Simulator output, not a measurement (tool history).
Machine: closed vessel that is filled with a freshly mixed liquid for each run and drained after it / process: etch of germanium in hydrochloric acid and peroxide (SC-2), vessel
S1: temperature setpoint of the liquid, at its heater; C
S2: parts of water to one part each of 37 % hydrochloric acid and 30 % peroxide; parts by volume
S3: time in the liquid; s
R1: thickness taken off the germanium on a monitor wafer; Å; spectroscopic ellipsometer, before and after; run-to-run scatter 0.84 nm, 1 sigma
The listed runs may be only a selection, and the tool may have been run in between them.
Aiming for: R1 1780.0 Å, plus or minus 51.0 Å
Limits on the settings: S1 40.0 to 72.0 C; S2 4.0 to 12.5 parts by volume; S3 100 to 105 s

run  hour    S1   S2   S3      R1
  1   0.0  56.0  7.0  100  2157.2
  2   1.1  56.0  9.0  100  2090.2
  3   4.7  56.0  9.0  105  2211.1
  4  13.5  56.0  7.0  105  2277.6
  5  14.5  56.0  8.0  105  2241.1
  6  19.7  54.0  8.0  105  2101.9
  7  26.0  52.5  8.0  105  2013.1
  8  34.6  51.5  8.0  105  1937.4
  9  42.0  51.0  8.0  105  1926.9
 10  43.0  51.0  8.0  105  1907.6
 11  44.4  50.5  8.0  105  1883.4
 12  47.8  50.0  8.0  105  1848.9
 13  48.7  50.0  8.0  105  1855.2

4 next moves are on the table. One of them brings every result within its allowed miss. Which?
  A  49.6  50.0   7.0  105   ?
  B  49.6  54.0   9.0  100   ?
  C  49.6  51.0  10.0  100   ?
  D  49.6  52.0   8.0  105   ?

move      R1
   A  1863.1
   B  1976.2
   C  1783.6
   D  1968.3
A: the biggest miss grows against the last run
B: the biggest miss grows against the last run
C: each result inside its tolerance
D: the biggest miss grows against the last run
Correct choice: C, which meets every target
